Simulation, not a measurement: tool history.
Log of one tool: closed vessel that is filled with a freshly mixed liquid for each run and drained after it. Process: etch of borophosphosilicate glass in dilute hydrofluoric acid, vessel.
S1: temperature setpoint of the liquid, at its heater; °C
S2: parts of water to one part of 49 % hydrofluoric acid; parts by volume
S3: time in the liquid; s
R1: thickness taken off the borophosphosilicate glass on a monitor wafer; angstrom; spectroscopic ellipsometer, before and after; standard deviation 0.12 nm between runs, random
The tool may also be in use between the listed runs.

run  hour    S1   S2   S3      R1
  1   0.0  26.0  195  105  357.80
  2   3.7  27.5  195  105  378.56
  3   6.1  27.5  195  105  382.57
  4  13.1  27.5  125  105  644.23
  5  16.6  25.0  150  105  472.76
  6  21.8  25.0  150  115  520.82
  7  26.0  23.0  165  115  430.03

Expected results for the next run?
  8  32.4  21.5  180  115   ?

{"run 8": {"R1": 368.21}}
